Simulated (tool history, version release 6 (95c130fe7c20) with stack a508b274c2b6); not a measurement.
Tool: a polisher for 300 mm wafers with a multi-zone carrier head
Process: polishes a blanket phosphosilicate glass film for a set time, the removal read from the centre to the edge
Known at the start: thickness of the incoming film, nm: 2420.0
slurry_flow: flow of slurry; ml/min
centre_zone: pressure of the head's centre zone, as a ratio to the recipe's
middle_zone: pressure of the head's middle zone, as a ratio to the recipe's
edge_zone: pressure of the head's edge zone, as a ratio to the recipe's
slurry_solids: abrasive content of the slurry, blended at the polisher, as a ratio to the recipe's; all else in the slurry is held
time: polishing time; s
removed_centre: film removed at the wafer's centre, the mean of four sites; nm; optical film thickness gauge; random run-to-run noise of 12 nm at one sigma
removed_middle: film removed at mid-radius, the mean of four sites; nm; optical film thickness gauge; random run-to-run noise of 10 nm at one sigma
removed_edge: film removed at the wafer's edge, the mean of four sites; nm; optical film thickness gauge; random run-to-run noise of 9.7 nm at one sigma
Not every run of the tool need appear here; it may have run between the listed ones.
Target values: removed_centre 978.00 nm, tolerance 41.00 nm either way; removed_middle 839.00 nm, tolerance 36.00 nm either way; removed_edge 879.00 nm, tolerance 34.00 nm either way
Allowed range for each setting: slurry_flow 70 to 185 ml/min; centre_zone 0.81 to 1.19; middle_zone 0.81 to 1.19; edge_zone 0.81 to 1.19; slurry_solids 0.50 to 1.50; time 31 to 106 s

{"run": 1, "hour": 0.0, "slurry_flow": 120, "centre_zone": 1.0, "middle_zone": 1.0, "edge_zone": 1.0, "slurry_solids": 1.0, "time": 68, "removed_centre": 695.37, "removed_middle": 692.43, "removed_edge": 708.01}
{"run": 2, "hour": 3.6, "slurry_flow": 120, "centre_zone": 1.0, "middle_zone": 1.0, "edge_zone": 1.07, "slurry_solids": 1.0, "time": 68, "removed_centre": 679.32, "removed_middle": 668.8, "removed_edge": 724.6}
{"run": 3, "hour": 7.5, "slurry_flow": 125, "centre_zone": 1.02, "middle_zone": 1.01, "edge_zone": 1.07, "slurry_solids": 1.05, "time": 68, "removed_centre": 719.66, "removed_middle": 700.49, "removed_edge": 720.93}
{"run": 4, "hour": 12.4, "slurry_flow": 125, "centre_zone": 1.02, "middle_zone": 1.01, "edge_zone": 1.0, "slurry_solids": 1.05, "time": 68, "removed_centre": 710.98, "removed_middle": 694.92, "removed_edge": 724.46}
{"run": 5, "hour": 17.7, "slurry_flow": 125, "centre_zone": 1.02, "middle_zone": 1.01, "edge_zone": 1.0, "slurry_solids": 1.0, "time": 68, "removed_centre": 702.73, "removed_middle": 681.86, "removed_edge": 704.97}
{"run": 6, "hour": 18.6, "slurry_flow": 130, "centre_zone": 1.03, "middle_zone": 1.01, "edge_zone": 1.0, "slurry_solids": 1.05, "time": 68, "removed_centre": 743.95, "removed_middle": 706.28, "removed_edge": 724.9}
{"run": 7, "hour": 27.4, "slurry_flow": 135, "centre_zone": 1.03, "middle_zone": 1.01, "edge_zone": 1.0, "slurry_solids": 1.1, "time": 68, "removed_centre": 742.16, "removed_middle": 729.7, "removed_edge": 745.09}
{"run": 8, "hour": 33.3, "slurry_flow": 135, "centre_zone": 1.05, "middle_zone": 1.01, "edge_zone": 1.0, "slurry_solids": 1.15, "time": 68, "removed_centre": 773.92, "removed_middle": 745.07, "removed_edge": 748.5}
{"run": 9, "hour": 37.7, "slurry_flow": 135, "centre_zone": 1.06, "middle_zone": 1.0, "edge_zone": 1.0, "slurry_solids": 1.2, "time": 68, "removed_centre": 790.35, "removed_middle": 732.47, "removed_edge": 783.34}
{"run": 10, "hour": 40.3, "slurry_flow": 140, "centre_zone": 1.07, "middle_zone": 1.0, "edge_zone": 1.0, "slurry_solids": 1.25, "time": 68, "removed_centre": 820.0, "removed_middle": 769.83, "removed_edge": 795.44}
{"run": 11, "hour": 42.6, "slurry_flow": 145, "centre_zone": 1.08, "middle_zone": 1.0, "edge_zone": 1.0, "slurry_solids": 1.25, "time": 68, "removed_centre": 842.86, "removed_middle": 798.05, "removed_edge": 789.14}
{"run": 12, "hour": 49.6, "slurry_flow": 165, "centre_zone": 1.14, "middle_zone": 0.92, "edge_zone": 1.1, "slurry_solids": 1.35, "time": 68, "removed_centre": 938.96, "removed_middle": 779.06, "removed_edge": 860.52}
{"run": 13, "hour": 51.5, "slurry_flow": 165, "centre_zone": 1.14, "middle_zone": 0.93, "edge_zone": 1.1, "slurry_solids": 1.35, "time": 68, "removed_centre": 919.7, "removed_middle": 768.73, "removed_edge": 861.24}

Exercise: of the 5 proposed moves below, exactly one satisfies all targets within the stated allowed misses. Which move is it?
{"run": "A", "hour": 53.4, "slurry_flow": 180, "centre_zone": 1.03, "middle_zone": 1.12, "edge_zone": 1.08, "slurry_solids": 1.4, "time": 66, "removed_centre": "?", "removed_middle": "?", "removed_edge": "?"}
{"run": "B", "hour": 53.4, "slurry_flow": 160, "centre_zone": 1.02, "middle_zone": 1.09, "edge_zone": 1.08, "slurry_solids": 1.4, "time": 69, "removed_centre": "?", "removed_middle": "?", "removed_edge": "?"}
{"run": "C", "hour": 53.4, "slurry_flow": 180, "centre_zone": 1.12, "middle_zone": 0.95, "edge_zone": 1.19, "slurry_solids": 1.15, "time": 66, "removed_centre": "?", "removed_middle": "?", "removed_edge": "?"}
{"run": "D", "hour": 53.4, "slurry_flow": 185, "centre_zone": 1.16, "middle_zone": 0.98, "edge_zone": 1.07, "slurry_solids": 1.45, "time": 67, "removed_centre": "?", "removed_middle": "?", "removed_edge": "?"}
{"run": "E", "hour": 53.4, "slurry_flow": 170, "centre_zone": 1.01, "middle_zone": 1.03, "edge_zone": 1.15, "slurry_solids": 1.5, "time": 66, "removed_centre": "?", "removed_middle": "?", "removed_edge": "?"}

move=A removed_centre=849.25 removed_middle=880.53 removed_edge=841.10
move=B removed_centre=859.82 removed_middle=883.97 removed_edge=866.33
move=C removed_centre=851.87 removed_middle=729.10 removed_edge=825.48
move=D removed_centre=974.02 removed_middle=825.10 removed_edge=864.29
move=E removed_centre=844.62 removed_middle=840.07 removed_edge=883.45
A: takes the result that was furthest off past its target
B: takes the result that was furthest off past its target
C: lands further from the targets than the last run did
D: every result within its allowed miss
E: the worst result of the last run now meets its target, but another is out of spec
The right move is D.

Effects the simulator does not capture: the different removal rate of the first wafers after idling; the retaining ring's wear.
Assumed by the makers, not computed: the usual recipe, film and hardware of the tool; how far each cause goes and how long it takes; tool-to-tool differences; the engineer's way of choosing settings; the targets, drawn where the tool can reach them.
